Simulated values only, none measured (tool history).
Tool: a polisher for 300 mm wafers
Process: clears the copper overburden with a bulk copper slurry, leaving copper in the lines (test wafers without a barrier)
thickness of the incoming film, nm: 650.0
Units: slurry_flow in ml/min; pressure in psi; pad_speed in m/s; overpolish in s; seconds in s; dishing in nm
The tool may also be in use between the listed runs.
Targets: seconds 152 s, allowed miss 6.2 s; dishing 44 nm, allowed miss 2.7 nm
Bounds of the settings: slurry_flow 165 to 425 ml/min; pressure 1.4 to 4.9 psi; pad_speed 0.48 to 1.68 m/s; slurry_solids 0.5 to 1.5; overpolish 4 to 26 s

Run 1, day 0: slurry_flow 275 ml/min, pressure 3.1 psi, pad_speed 1.08 m/s, slurry_solids 1, overpolish 13 s. Result: seconds 51.813 s, dishing 91.267 nm.
Run 2, day 0.142: slurry_flow 275 ml/min, pressure 3.1 psi, pad_speed 1.08 m/s, slurry_solids 1, overpolish 9 s. Result: seconds 51.312 s, dishing 68.454 nm.
Run 3, day 0.383: slurry_flow 275 ml/min, pressure 2.6 psi, pad_speed 1.08 m/s, slurry_solids 1, overpolish 9 s. Result: seconds 60.053 s, dishing 61.064 nm.
Run 4, day 0.508: slurry_flow 275 ml/min, pressure 2.9 psi, pad_speed 1.08 m/s, slurry_solids 1, overpolish 9 s. Result: seconds 55.763 s, dishing 67.723 nm.
Run 5, day 0.55: slurry_flow 275 ml/min, pressure 2.7 psi, pad_speed 1.02 m/s, slurry_solids 1, overpolish 10 s. Result: seconds 60.423 s, dishing 63.139 nm.
Run 6, day 0.775: slurry_flow 275 ml/min, pressure 2.7 psi, pad_speed 1.02 m/s, slurry_solids 1, overpolish 6 s. Result: seconds 61.102 s, dishing 42.326 nm.
Run 7, day 1.15: slurry_flow 270 ml/min, pressure 2.5 psi, pad_speed 0.96 m/s, slurry_solids 0.95, overpolish 7 s. Result: seconds 69.925 s, dishing 43.962 nm.
At day 1.212: head pressure recalibrated.
Run 8, day 1.212: slurry_flow 265 ml/min, pressure 2.4 psi, pad_speed 0.92 m/s, slurry_solids 0.9, overpolish 8 s. Result: seconds 81.414 s, dishing 43.246 nm.
Run 9, day 1.279: slurry_flow 265 ml/min, pressure 2.4 psi, pad_speed 0.92 m/s, slurry_solids 0.9, overpolish 8 s. Result: seconds 79.957 s, dishing 43.895 nm.
Run 10, day 1.638: slurry_flow 260 ml/min, pressure 2.3 psi, pad_speed 0.9 m/s, slurry_solids 0.9, overpolish 9 s. Result: seconds 83.794 s, dishing 45.31 nm.
Run 11, day 1.679: slurry_flow 255 ml/min, pressure 2.2 psi, pad_speed 0.88 m/s, slurry_solids 0.9, overpolish 10 s. Result: seconds 92.289 s, dishing 46.531 nm.
Run 12, day 1.75: slurry_flow 250 ml/min, pressure 2.1 psi, pad_speed 0.88 m/s, slurry_solids 0.9, overpolish 10 s. Result: seconds 95.92 s, dishing 43.076 nm.
Run 13, day 2.033: slurry_flow 240 ml/min, pressure 2 psi, pad_speed 0.88 m/s, slurry_solids 0.9, overpolish 11 s. Result: seconds 98.618 s, dishing 47.086 nm.
Run 14, day 2.233: slurry_flow 235 ml/min, pressure 1.9 psi, pad_speed 0.86 m/s, slurry_solids 0.9, overpolish 11 s. Result: seconds 108.13 s, dishing 43.737 nm.
Run 15, day 2.312: slurry_flow 230 ml/min, pressure 1.8 psi, pad_speed 0.86 m/s, slurry_solids 0.9, overpolish 11 s. Result: seconds 114.66 s, dishing 42.132 nm.
Run 16, day 2.546: slurry_flow 225 ml/min, pressure 1.8 psi, pad_speed 0.86 m/s, slurry_solids 0.9, overpolish 11 s. Result: seconds 109.55 s, dishing 40.427 nm.
Run 17, day 2.867: slurry_flow 225 ml/min, pressure 1.8 psi, pad_speed 0.86 m/s, slurry_solids 0.9, overpolish 11 s. Result: seconds 111.6 s, dishing 43.336 nm.

4 next moves are on the table. One of them brings every result within its allowed miss. Which?
Run A, day 3.188: slurry_flow 270 ml/min, pressure 2.1 psi, pad_speed 1.06 m/s, slurry_solids 1, overpolish 7 s. Result: seconds ?, dishing ?.
Run B, day 3.188: slurry_flow 220 ml/min, pressure 1.4 psi, pad_speed 0.64 m/s, slurry_solids 0.95, overpolish 23 s. Result: seconds ?, dishing ?.
Run C, day 3.188: slurry_flow 165 ml/min, pressure 1.4 psi, pad_speed 0.78 m/s, slurry_solids 0.75, overpolish 17 s. Result: seconds ?, dishing ?.
Run D, day 3.188: slurry_flow 210 ml/min, pressure 1.4 psi, pad_speed 0.82 m/s, slurry_solids 0.8, overpolish 16 s. Result: seconds ?, dishing ?.

move  seconds  dishing
   A   79.644   38.723
   B   175.37   51.753
   C   163.19    43.27
   D   151.18   43.819
A: further off than the last run
B: takes the result that was furthest off past its target
C: takes the result that was furthest off past its target
D: meets every target
Move D is the one to make.
